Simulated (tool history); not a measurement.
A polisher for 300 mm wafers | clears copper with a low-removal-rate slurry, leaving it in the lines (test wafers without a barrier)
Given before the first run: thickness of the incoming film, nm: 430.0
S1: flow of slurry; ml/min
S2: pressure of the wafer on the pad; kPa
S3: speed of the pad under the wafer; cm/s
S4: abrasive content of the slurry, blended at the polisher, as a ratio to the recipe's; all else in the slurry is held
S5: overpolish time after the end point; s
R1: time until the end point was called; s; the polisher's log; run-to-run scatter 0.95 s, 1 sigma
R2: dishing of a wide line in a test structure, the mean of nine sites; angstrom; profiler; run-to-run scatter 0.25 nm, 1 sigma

Run 1, day 0: S1 265 ml/min, S2 29 kPa, S3 108 cm/s, S4 1, S5 18 s. Result: R1 71.18 s, R2 459.53 angstrom.
Run 2, day 0.154: S1 265 ml/min, S2 26.9 kPa, S3 114 cm/s, S4 1, S5 17 s. Result: R1 72.441 s, R2 429.54 angstrom.
Run 3, day 0.238: S1 270 ml/min, S2 25.5 kPa, S3 120 cm/s, S4 1.05, S5 16 s. Result: R1 72.923 s, R2 418.25 angstrom.
Run 4, day 0.4: S1 260 ml/min, S2 24.8 kPa, S3 126 cm/s, S4 1, S5 15 s. Result: R1 73.237 s, R2 407.2 angstrom.
Run 5, day 0.583: S1 260 ml/min, S2 24.8 kPa, S3 126 cm/s, S4 1.15, S5 15 s. Result: R1 72.712 s, R2 413.46 angstrom.
Run 6, day 0.938: S1 280 ml/min, S2 23.4 kPa, S3 130 cm/s, S4 1.1, S5 14 s. Result: R1 74.958 s, R2 384.74 angstrom.
Run 7, day 1.138: S1 355 ml/min, S2 20 kPa, S3 160 cm/s, S4 0.85, S5 5 s. Result: R1 75.592 s, R2 181.48 angstrom.
Run 8, day 1.317: S1 345 ml/min, S2 21.4 kPa, S3 160 cm/s, S4 0.85, S5 5 s. Result: R1 68.727 s, R2 188.37 angstrom.
Run 9, day 1.467: S1 345 ml/min, S2 27.6 kPa, S3 162 cm/s, S4 0.85, S5 9 s. Result: R1 55.616 s, R2 354.29 angstrom.
Run 10, day 1.775: S1 345 ml/min, S2 27.6 kPa, S3 162 cm/s, S4 0.8, S5 9 s. Result: R1 55.088 s, R2 353.27 angstrom.
Run 11, day 2.117: S1 355 ml/min, S2 26.9 kPa, S3 162 cm/s, S4 0.85, S5 9 s. Result: R1 54.989 s, R2 347.25 angstrom.

Estimate the outcome of run 12 from the log above:
Run 12, day 2.233: S1 360 ml/min, S2 26.9 kPa, S3 162 cm/s, S4 0.85, S5 9 s. Result: R1 ?, R2 ?.

R1: 53.445 s
R2: 350.29 angstrom
